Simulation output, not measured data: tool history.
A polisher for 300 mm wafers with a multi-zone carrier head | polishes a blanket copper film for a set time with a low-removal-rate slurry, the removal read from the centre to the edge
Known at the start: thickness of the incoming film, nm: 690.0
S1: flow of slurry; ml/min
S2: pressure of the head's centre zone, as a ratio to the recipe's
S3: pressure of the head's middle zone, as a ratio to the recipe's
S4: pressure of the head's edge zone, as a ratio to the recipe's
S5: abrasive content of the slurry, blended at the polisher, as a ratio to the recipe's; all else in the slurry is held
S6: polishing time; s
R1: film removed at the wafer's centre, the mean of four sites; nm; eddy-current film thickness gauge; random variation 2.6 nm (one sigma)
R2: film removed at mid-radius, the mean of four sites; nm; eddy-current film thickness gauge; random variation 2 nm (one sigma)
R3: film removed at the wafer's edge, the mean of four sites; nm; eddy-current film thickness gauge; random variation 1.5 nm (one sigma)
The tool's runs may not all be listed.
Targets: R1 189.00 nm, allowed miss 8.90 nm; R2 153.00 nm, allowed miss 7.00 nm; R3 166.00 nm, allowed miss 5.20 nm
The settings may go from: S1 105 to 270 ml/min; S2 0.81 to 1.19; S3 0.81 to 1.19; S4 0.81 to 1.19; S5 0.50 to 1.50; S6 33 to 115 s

run	hour	S1	S2	S3	S4	S5	S6	R1	R2	R3
1	0.0	175	1.00	1.00	1.00	1.00	73	233.61	229.67	234.37
2	2.4	170	1.02	0.96	0.96	0.85	69	222.59	204.27	216.05
3	10.1	170	1.02	0.96	1.04	0.85	69	221.33	203.82	221.02
4	16.2	170	1.05	0.96	1.04	0.85	69	226.64	202.91	220.28
5	24.0	170	1.05	1.03	1.04	0.85	69	227.55	217.52	221.78
6	29.2	170	1.07	1.00	1.01	0.75	64	211.75	193.75	199.69
7	35.6	170	1.07	1.00	1.01	0.75	64	207.52	192.21	198.80
8	40.9	165	1.09	0.97	0.98	0.65	62	204.00	176.93	185.47
9	45.4	155	1.09	0.95	0.96	0.60	61	198.98	167.21	178.61
10	52.1	150	1.09	0.94	0.94	0.55	61	187.59	162.58	172.64
11	60.2	145	1.10	0.93	0.93	0.55	61	190.81	165.60	168.17

4 next moves are on the table. One of them brings every result within its allowed miss. Which?
A	68.3	225	1.19	0.83	1.14	0.50	52	?	?	?
B	68.3	105	1.15	1.00	0.92	0.60	65	?	?	?
C	68.3	105	1.12	1.09	0.81	0.65	66	?	?	?
D	68.3	135	1.12	0.91	0.93	0.70	58	?	?	?

move	R1	R2	R3
A	188.59	135.06	168.60
B	195.88	167.51	173.70
C	195.92	182.53	168.24
D	187.34	153.11	166.71
A: takes the result that was furthest off past its target
B: further off than the last run
C: further off than the last run
D: meets every target
The right move is D.

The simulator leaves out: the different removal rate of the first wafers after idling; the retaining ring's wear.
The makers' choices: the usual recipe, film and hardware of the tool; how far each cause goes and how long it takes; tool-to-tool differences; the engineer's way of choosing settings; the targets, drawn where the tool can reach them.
